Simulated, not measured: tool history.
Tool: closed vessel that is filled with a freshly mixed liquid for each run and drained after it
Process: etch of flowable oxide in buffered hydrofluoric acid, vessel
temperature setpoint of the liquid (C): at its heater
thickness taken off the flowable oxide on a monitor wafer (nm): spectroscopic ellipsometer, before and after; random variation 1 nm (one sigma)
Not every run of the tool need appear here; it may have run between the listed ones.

run	hour	temperature setpoint of the liquid (C)	parts of 40 % ammonium fluoride to one part of 49 % hydrofluoric acid (parts by volume)	time in the liquid (s)	thickness taken off the flowable oxide on a monitor wafer (nm)
1	0.0	23.0	20.0	95	105.60
2	6.7	23.5	20.0	95	108.38
3	15.5	24.0	20.0	95	111.91
4	18.7	24.0	15.5	95	139.15
5	24.2	23.5	15.5	95	135.54
6	29.4	23.5	12.0	95	177.70
# hour 34.7: hydrofluoric acid flow meter replaced
7	34.7	22.5	12.5	95	172.72
8	37.7	22.5	13.5	95	158.42
9	44.0	22.0	14.0	95	146.79
10	50.7	21.5	14.0	95	146.24

Run 11 is up next; what results do you expect?
11	54.9	20.5	14.0	95	?

Run 11 yielded thickness taken off the flowable oxide on a monitor wafer (nm) 136.59.
